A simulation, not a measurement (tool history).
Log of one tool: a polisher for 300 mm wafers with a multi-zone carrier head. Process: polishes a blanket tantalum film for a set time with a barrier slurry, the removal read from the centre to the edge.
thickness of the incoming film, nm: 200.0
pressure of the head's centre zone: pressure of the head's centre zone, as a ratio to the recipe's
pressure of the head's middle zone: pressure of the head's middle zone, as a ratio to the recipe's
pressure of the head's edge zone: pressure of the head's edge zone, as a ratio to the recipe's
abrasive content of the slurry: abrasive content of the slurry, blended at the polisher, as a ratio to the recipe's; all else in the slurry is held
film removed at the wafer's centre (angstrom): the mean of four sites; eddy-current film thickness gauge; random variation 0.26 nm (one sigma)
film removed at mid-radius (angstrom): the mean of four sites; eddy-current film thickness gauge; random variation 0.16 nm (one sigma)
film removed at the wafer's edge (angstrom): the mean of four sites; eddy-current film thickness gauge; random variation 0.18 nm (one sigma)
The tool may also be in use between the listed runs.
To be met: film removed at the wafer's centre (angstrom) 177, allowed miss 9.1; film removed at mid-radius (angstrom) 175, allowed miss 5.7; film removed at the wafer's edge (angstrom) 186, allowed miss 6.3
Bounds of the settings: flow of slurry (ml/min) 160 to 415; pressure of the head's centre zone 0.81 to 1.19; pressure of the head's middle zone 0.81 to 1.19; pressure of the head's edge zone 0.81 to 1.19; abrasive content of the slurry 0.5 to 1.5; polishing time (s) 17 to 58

| run | hour | flow of slurry (ml/min) | pressure of the head's centre zone | pressure of the head's middle zone | pressure of the head's edge zone | abrasive content of the slurry | polishing time (s) | film removed at the wafer's centre (angstrom) | film removed at mid-radius (angstrom) | film removed at the wafer's edge (angstrom) |
|---|---|---|---|---|---|---|---|---|---|---|
| 1 | 0 | 265 | 1 | 1 | 1 | 1 | 37 | 291.65 | 292.58 | 281.48 |
| 2 | 1.3 | 265 | 1 | 1 | 1 | 1.2 | 37 | 289.48 | 297.56 | 289.31 |
| 3 | 5.5 | 265 | 1 | 1 | 1 | 1.35 | 37 | 304.55 | 311.98 | 295.52 |
| 4 | 7.5 | 265 | 1.08 | 1 | 1 | 1.35 | 37 | 316.81 | 307.55 | 300.24 |
| 5 | 11.8 | 250 | 1.02 | 0.97 | 1 | 1.1 | 34 | 268.03 | 272.05 | 263.35 |
|  | 18 | worn pad replaced by a new one |
| 6 | 18 | 260 | 1.02 | 0.93 | 1.03 | 1 | 30 | 268.81 | 256.88 | 260.19 |
| 7 | 23.1 | 185 | 0.92 | 0.83 | 0.93 | 1.05 | 20 | 156.96 | 159.33 | 159.47 |
| 8 | 31.3 | 215 | 0.92 | 0.83 | 0.96 | 1.05 | 20 | 158.62 | 159.58 | 169.34 |

4 next moves are on the table. One of them brings every result within its allowed miss. Which?
| A | 39.5 | 185 | 0.95 | 0.83 | 1.01 | 1.15 | 22 | ? | ? | ? |
| B | 39.5 | 160 | 1.07 | 0.95 | 0.81 | 0.95 | 21 | ? | ? | ? |
| C | 39.5 | 300 | 0.9 | 0.82 | 0.93 | 0.95 | 21 | ? | ? | ? |
| D | 39.5 | 230 | 0.81 | 0.81 | 1.11 | 1.25 | 21 | ? | ? | ? |

| move | film removed at the wafer's centre (angstrom) | film removed at mid-radius (angstrom) | film removed at the wafer's edge (angstrom) |
|---|---|---|---|
| A | 175.54 | 175.28 | 185.96 |
| B | 175.13 | 168.68 | 152.85 |
| C | 164.22 | 169.5 | 171.58 |
| D | 153.79 | 172.32 | 192.32 |
A: meets every target
B: further off than the last run
C: brings the result that was furthest off to its target, and leaves another outside
D: brings the result that was furthest off to its target, and leaves another outside
Move A is the one to make.
